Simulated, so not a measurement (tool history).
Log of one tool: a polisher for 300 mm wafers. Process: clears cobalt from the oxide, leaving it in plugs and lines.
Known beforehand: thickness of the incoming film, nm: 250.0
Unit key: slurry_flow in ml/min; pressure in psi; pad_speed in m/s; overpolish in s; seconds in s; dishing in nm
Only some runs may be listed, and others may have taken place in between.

| run | hour | slurry_flow | pressure | pad_speed | overpolish | seconds | dishing |
|---|---|---|---|---|---|---|---|
| 1 | 0 | 230 | 2 | 0.98 | 20 | 59.283 | 45.109 |
| 2 | 4.4 | 230 | 2 | 0.74 | 20 | 76.013 | 40.317 |
| 3 | 6 | 230 | 1.9 | 0.74 | 20 | 80.125 | 39.927 |
| 4 | 11.3 | 230 | 1.8 | 0.74 | 20 | 83.9 | 38.537 |
| 5 | 18.9 | 230 | 1.8 | 0.74 | 24 | 84.419 | 42.548 |
| 6 | 21.4 | 230 | 1.8 | 0.5 | 24 | 111.94 | 36.314 |
| 7 | 27.8 | 230 | 1.9 | 0.5 | 23 | 105.24 | 36.588 |
| 8 | 32.7 | 230 | 2 | 0.5 | 23 | 103.51 | 36.541 |
| 9 | 41.6 | 230 | 2.1 | 0.5 | 23 | 95.449 | 38.882 |

The next listed run, before its measurement:
| 10 | 47.3 | 230 | 2.1 | 0.5 | 22 | ? | ? |

Run 10 yielded seconds 97.693 s, dishing 37.014 nm.

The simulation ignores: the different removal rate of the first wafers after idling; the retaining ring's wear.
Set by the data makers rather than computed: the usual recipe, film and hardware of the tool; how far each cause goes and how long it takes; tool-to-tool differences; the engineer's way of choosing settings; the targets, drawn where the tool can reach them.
